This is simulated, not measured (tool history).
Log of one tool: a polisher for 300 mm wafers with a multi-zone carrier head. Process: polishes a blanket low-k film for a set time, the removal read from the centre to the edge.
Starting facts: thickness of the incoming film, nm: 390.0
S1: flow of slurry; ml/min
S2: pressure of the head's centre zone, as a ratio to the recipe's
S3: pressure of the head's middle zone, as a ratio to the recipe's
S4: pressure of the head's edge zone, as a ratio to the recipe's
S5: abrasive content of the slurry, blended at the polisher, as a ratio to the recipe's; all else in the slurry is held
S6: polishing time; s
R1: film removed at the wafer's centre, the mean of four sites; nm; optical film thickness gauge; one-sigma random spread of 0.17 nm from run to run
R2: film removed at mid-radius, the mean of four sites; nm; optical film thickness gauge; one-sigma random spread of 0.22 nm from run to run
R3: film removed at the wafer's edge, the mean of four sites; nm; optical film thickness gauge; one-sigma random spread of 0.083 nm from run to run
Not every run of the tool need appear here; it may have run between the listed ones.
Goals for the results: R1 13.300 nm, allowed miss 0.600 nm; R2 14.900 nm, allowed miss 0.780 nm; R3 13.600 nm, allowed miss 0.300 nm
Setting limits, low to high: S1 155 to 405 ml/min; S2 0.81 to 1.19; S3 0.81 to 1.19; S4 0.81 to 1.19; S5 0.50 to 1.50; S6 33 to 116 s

| run | hour | S1 | S2 | S3 | S4 | S5 | S6 | R1 | R2 | R3 |
|---|---|---|---|---|---|---|---|---|---|---|
| 1 | 0.0 | 260 | 1.00 | 1.00 | 1.00 | 1.00 | 74 | 23.202 | 22.158 | 22.153 |
| 2 | 1.3 | 290 | 1.00 | 1.00 | 1.00 | 1.00 | 74 | 23.838 | 22.781 | 22.713 |
| 3 | 5.8 | 260 | 0.96 | 1.00 | 0.95 | 0.85 | 70 | 19.464 | 19.365 | 18.803 |
| 4 | 12.1 | 315 | 0.96 | 1.00 | 0.95 | 0.85 | 70 | 19.894 | 20.205 | 19.489 |
| 5 | 21.0 | 315 | 0.96 | 1.00 | 0.95 | 0.85 | 86 | 24.637 | 24.032 | 23.595 |
| 6 | 26.0 | 290 | 0.92 | 1.00 | 0.90 | 0.75 | 80 | 19.982 | 20.832 | 19.999 |
| 7 | 29.7 | 270 | 0.91 | 1.00 | 0.87 | 0.65 | 75 | 16.855 | 18.245 | 17.023 |
| 8 | 35.1 | 250 | 0.90 | 0.99 | 0.85 | 0.60 | 73 | 15.146 | 16.148 | 15.404 |
| 9 | 41.5 | 230 | 0.90 | 1.00 | 0.84 | 0.55 | 73 | 14.649 | 15.398 | 14.298 |
| 10 | 42.9 | 180 | 0.82 | 1.01 | 0.84 | 0.55 | 73 | 12.400 | 14.711 | 13.938 |
| 11 | 50.9 | 180 | 0.84 | 1.01 | 0.83 | 0.55 | 73 | 12.478 | 14.818 | 13.871 |

Next run, 4 choices. One meets every target within its allowed miss, the rest don't. Which?
| A | 58.9 | 260 | 0.87 | 1.02 | 0.81 | 0.50 | 74 | ? | ? | ? |
| B | 58.9 | 200 | 0.84 | 1.10 | 0.81 | 0.50 | 72 | ? | ? | ? |
| C | 58.9 | 180 | 0.86 | 1.14 | 0.93 | 0.50 | 72 | ? | ? | ? |
| D | 58.9 | 155 | 0.81 | 1.00 | 0.83 | 0.60 | 73 | ? | ? | ? |

| move | R1 | R2 | R3 |
|---|---|---|---|
| A | 13.292 | 15.001 | 13.560 |
| B | 11.971 | 14.982 | 12.805 |
| C | 12.003 | 15.152 | 13.275 |
| D | 12.530 | 15.105 | 14.336 |
A: all results in spec
B: moves away from the targets compared with the last run
C: moves away from the targets compared with the last run
D: moves away from the targets compared with the last run
The right move is A.
